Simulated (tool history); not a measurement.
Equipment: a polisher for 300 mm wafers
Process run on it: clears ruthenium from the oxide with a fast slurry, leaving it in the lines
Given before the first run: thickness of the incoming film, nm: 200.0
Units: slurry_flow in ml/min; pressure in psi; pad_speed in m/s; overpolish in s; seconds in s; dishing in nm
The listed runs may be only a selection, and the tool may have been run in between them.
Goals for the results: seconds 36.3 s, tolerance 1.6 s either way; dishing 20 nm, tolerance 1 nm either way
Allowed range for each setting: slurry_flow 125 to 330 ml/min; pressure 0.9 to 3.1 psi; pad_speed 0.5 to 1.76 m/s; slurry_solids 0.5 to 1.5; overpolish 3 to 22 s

Run 1, hour 0: slurry_flow 210 ml/min, pressure 2 psi, pad_speed 1.12 m/s, slurry_solids 1, overpolish 11 s. Result: seconds 57.385 s, dishing 21.969 nm.
Run 2, hour 6.8: slurry_flow 210 ml/min, pressure 1.8 psi, pad_speed 1.12 m/s, slurry_solids 1, overpolish 11 s. Result: seconds 62.385 s, dishing 20.931 nm.
Run 3, hour 7.6: slurry_flow 170 ml/min, pressure 1.8 psi, pad_speed 1.12 m/s, slurry_solids 1, overpolish 11 s. Result: seconds 64.057 s, dishing 20.207 nm.
Run 4, hour 16.1: slurry_flow 215 ml/min, pressure 1.8 psi, pad_speed 1.12 m/s, slurry_solids 1, overpolish 11 s. Result: seconds 62.411 s, dishing 21.279 nm.
Run 5, hour 18.1: slurry_flow 215 ml/min, pressure 1.8 psi, pad_speed 1.12 m/s, slurry_solids 0.8, overpolish 11 s. Result: seconds 69.294 s, dishing 19.698 nm.
Run 6, hour 24.5: slurry_flow 215 ml/min, pressure 1.9 psi, pad_speed 1.12 m/s, slurry_solids 0.8, overpolish 10 s. Result: seconds 63.493 s, dishing 19.542 nm.
Run 7, hour 33.5: slurry_flow 215 ml/min, pressure 2 psi, pad_speed 1.12 m/s, slurry_solids 0.8, overpolish 9 s. Result: seconds 60.573 s, dishing 18.663 nm.
Run 8, hour 37.8: slurry_flow 215 ml/min, pressure 2.1 psi, pad_speed 1.12 m/s, slurry_solids 0.8, overpolish 9 s. Result: seconds 57.817 s, dishing 19.142 nm.
Run 9, hour 39.5: slurry_flow 215 ml/min, pressure 2.2 psi, pad_speed 1.12 m/s, slurry_solids 0.8, overpolish 9 s. Result: seconds 56.502 s, dishing 19.48 nm.
Run 10, hour 40.6: slurry_flow 215 ml/min, pressure 2.3 psi, pad_speed 1.12 m/s, slurry_solids 0.8, overpolish 9 s. Result: seconds 53.851 s, dishing 19.865 nm.
Run 11, hour 45.4: slurry_flow 215 ml/min, pressure 2.4 psi, pad_speed 1.12 m/s, slurry_solids 0.8, overpolish 9 s. Result: seconds 52.04 s, dishing 20.194 nm.
Run 12, hour 48: slurry_flow 215 ml/min, pressure 2.5 psi, pad_speed 1.12 m/s, slurry_solids 0.8, overpolish 9 s. Result: seconds 49.701 s, dishing 21.363 nm.
Run 13, hour 53.6: slurry_flow 215 ml/min, pressure 2.6 psi, pad_speed 1.12 m/s, slurry_solids 0.8, overpolish 9 s. Result: seconds 46.956 s, dishing 21.849 nm.
Run 14, hour 57.1: slurry_flow 215 ml/min, pressure 2.7 psi, pad_speed 1.12 m/s, slurry_solids 0.8, overpolish 9 s. Result: seconds 46.687 s, dishing 21.67 nm.
Run 15, hour 63.2: slurry_flow 220 ml/min, pressure 3.1 psi, pad_speed 1.24 m/s, slurry_solids 0.8, overpolish 4 s. Result: seconds 36.571 s, dishing 14.87 nm.

Consider the 5 candidate settings below. Which is the only one whose results all fall within their allowed miss of target?
Run A, hour 69.3: slurry_flow 220 ml/min, pressure 3.1 psi, pad_speed 1.28 m/s, slurry_solids 0.6, overpolish 8 s. Result: seconds ?, dishing ?.
Run B, hour 69.3: slurry_flow 225 ml/min, pressure 3.1 psi, pad_speed 1.12 m/s, slurry_solids 0.8, overpolish 9 s. Result: seconds ?, dishing ?.
Run C, hour 69.3: slurry_flow 275 ml/min, pressure 3.1 psi, pad_speed 1.38 m/s, slurry_solids 0.6, overpolish 6 s. Result: seconds ?, dishing ?.
Run D, hour 69.3: slurry_flow 190 ml/min, pressure 3.1 psi, pad_speed 1.22 m/s, slurry_solids 0.9, overpolish 8 s. Result: seconds ?, dishing ?.
Run E, hour 69.3: slurry_flow 205 ml/min, pressure 2.9 psi, pad_speed 1.32 m/s, slurry_solids 0.6, overpolish 8 s. Result: seconds ?, dishing ?.

move  seconds  dishing
   A   39.716   22.376
   B   40.557   23.517
   C   36.116   20.066
   D    36.43   23.395
   E   41.347   21.896
A: takes the result that was furthest off past its target
B: takes the result that was furthest off past its target
C: hits every target within its allowed miss
D: takes the result that was furthest off past its target
E: takes the result that was furthest off past its target
Correct choice: C, which meets every target
